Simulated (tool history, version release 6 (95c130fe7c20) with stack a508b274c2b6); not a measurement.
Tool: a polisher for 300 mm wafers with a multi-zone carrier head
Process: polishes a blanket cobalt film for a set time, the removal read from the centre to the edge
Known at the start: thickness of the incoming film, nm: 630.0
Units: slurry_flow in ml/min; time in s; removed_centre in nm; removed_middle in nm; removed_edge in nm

run	hour	slurry_flow	centre_zone	middle_zone	edge_zone	time	removed_centre	removed_middle	removed_edge
1	0	300	1	1	1	49	234.61	218.22	227.56
2	1.3	300	1	1	1	42	193.77	197.02	193.83
3	5.7	300	1	1.07	1	42	199.92	200.48	194.54
4	13.8	300	1	1.07	0.93	42	193.14	200.64	186.34
5	22.5	285	0.97	1.01	0.91	41	185.64	183.91	183.26
6	28.6	285	0.93	1.02	0.89	40	176	185.53	173.42
7	35	270	0.89	0.99	0.91	39	156.4	177.59	171.03

Forecast run 8:
8	40.4	260	0.89	0.98	0.9	39	?	?	?

removed_centre: 160.81 nm
removed_middle: 170.57 nm
removed_edge: 170.82 nm
